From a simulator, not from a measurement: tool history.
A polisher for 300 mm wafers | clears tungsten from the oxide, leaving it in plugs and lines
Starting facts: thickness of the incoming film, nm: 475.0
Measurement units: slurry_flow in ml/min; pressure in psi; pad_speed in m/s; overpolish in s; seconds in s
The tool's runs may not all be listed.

run	hour	slurry_flow	pressure	pad_speed	slurry_solids	overpolish	seconds
1	0	170	4.1	1.02	1	13	101.11
2	6.9	170	4.1	1.22	1	13	85.497
3	13.7	170	5	1.22	1	13	68.314
4	19.6	170	4	1.22	1	13	89.886
5	23.5	170	4	1.22	1	13	87.593
6	27.5	170	3.6	1.18	1	13	100.04
7	34.3	170	3.3	1.14	1	13	111.35
8	36.4	170	3	1.1	1	13	125.32

Estimate the outcome of run 9 from the log above:
9	38.2	170	2.8	1.08	1	13	?

seconds: 140.21 s
